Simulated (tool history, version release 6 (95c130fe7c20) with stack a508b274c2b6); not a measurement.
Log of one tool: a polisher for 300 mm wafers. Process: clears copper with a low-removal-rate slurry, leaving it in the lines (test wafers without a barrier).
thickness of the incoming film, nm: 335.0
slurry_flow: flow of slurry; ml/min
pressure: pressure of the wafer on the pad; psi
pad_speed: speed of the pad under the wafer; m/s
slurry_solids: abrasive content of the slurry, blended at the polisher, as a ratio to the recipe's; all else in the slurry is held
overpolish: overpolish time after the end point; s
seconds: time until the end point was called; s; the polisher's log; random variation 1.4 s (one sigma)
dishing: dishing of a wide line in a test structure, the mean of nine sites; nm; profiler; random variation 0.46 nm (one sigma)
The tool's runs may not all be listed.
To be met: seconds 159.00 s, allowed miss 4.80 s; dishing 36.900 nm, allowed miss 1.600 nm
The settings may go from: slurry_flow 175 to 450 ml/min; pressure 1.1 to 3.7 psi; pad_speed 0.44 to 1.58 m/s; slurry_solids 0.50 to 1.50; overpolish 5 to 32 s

Run 1, hour 0.0: slurry_flow 290 ml/min, pressure 2.4 psi, pad_speed 1.00 m/s, slurry_solids 1.00, overpolish 16 s. Result: seconds 127.80 s, dishing 32.397 nm.
Run 2, hour 7.9: slurry_flow 290 ml/min, pressure 2.4 psi, pad_speed 1.00 m/s, slurry_solids 1.05, overpolish 16 s. Result: seconds 127.65 s, dishing 32.925 nm.
Run 3, hour 15.5: slurry_flow 290 ml/min, pressure 2.3 psi, pad_speed 1.00 m/s, slurry_solids 1.05, overpolish 17 s. Result: seconds 131.58 s, dishing 33.311 nm.
Run 4, hour 17.5: slurry_flow 290 ml/min, pressure 2.2 psi, pad_speed 1.00 m/s, slurry_solids 1.05, overpolish 18 s. Result: seconds 139.84 s, dishing 34.503 nm.
Run 5, hour 25.7: slurry_flow 290 ml/min, pressure 2.2 psi, pad_speed 1.00 m/s, slurry_solids 1.05, overpolish 11 s. Result: seconds 138.10 s, dishing 22.305 nm.
Run 6, hour 30.7: slurry_flow 290 ml/min, pressure 2.5 psi, pad_speed 1.00 m/s, slurry_solids 1.05, overpolish 11 s. Result: seconds 124.59 s, dishing 25.100 nm.
Run 7, hour 36.4: slurry_flow 295 ml/min, pressure 2.4 psi, pad_speed 1.00 m/s, slurry_solids 1.05, overpolish 12 s. Result: seconds 129.01 s, dishing 26.106 nm.
Run 8, hour 38.6: slurry_flow 295 ml/min, pressure 2.3 psi, pad_speed 1.00 m/s, slurry_solids 1.05, overpolish 13 s. Result: seconds 131.60 s, dishing 26.762 nm.
Run 9, hour 44.9: slurry_flow 290 ml/min, pressure 2.3 psi, pad_speed 1.00 m/s, slurry_solids 1.05, overpolish 14 s. Result: seconds 130.76 s, dishing 28.877 nm.
Run 10, hour 46.4: slurry_flow 290 ml/min, pressure 2.2 psi, pad_speed 1.00 m/s, slurry_solids 1.05, overpolish 15 s. Result: seconds 141.32 s, dishing 29.452 nm.
At hour 52.2: slurry nozzle cleaned.
Run 11, hour 52.2: slurry_flow 290 ml/min, pressure 2.2 psi, pad_speed 1.00 m/s, slurry_solids 1.05, overpolish 16 s. Result: seconds 134.46 s, dishing 31.300 nm.
Run 12, hour 56.3: slurry_flow 290 ml/min, pressure 2.1 psi, pad_speed 1.00 m/s, slurry_solids 1.05, overpolish 17 s. Result: seconds 138.36 s, dishing 32.064 nm.
Run 13, hour 62.1: slurry_flow 290 ml/min, pressure 2.0 psi, pad_speed 1.00 m/s, slurry_solids 1.05, overpolish 18 s. Result: seconds 146.40 s, dishing 31.890 nm.
Run 14, hour 62.7: slurry_flow 295 ml/min, pressure 1.9 psi, pad_speed 0.98 m/s, slurry_solids 1.10, overpolish 20 s. Result: seconds 154.53 s, dishing 33.039 nm.
Run 15, hour 68.6: slurry_flow 280 ml/min, pressure 1.9 psi, pad_speed 0.98 m/s, slurry_solids 1.00, overpolish 21 s. Result: seconds 159.12 s, dishing 33.697 nm.

4 next moves are on the table. One of them brings every result within its allowed miss. Which?
Run A, hour 74.5: slurry_flow 320 ml/min, pressure 1.7 psi, pad_speed 1.08 m/s, slurry_solids 1.05, overpolish 24 s. Result: seconds ?, dishing ?.
Run B, hour 74.5: slurry_flow 265 ml/min, pressure 2.4 psi, pad_speed 0.94 m/s, slurry_solids 0.65, overpolish 21 s. Result: seconds ?, dishing ?.
Run C, hour 74.5: slurry_flow 285 ml/min, pressure 1.5 psi, pad_speed 1.16 m/s, slurry_solids 1.20, overpolish 18 s. Result: seconds ?, dishing ?.
Run D, hour 74.5: slurry_flow 295 ml/min, pressure 1.7 psi, pad_speed 1.06 m/s, slurry_solids 1.05, overpolish 18 s. Result: seconds ?, dishing ?.

move  seconds  dishing
   A   155.02   37.488
   B   146.18   36.410
   C   158.81   29.286
   D   158.84   29.541
A: meets every target
B: brings the result that was furthest off to its target, and leaves another outside
C: further off than the last run
D: further off than the last run
Answer: A
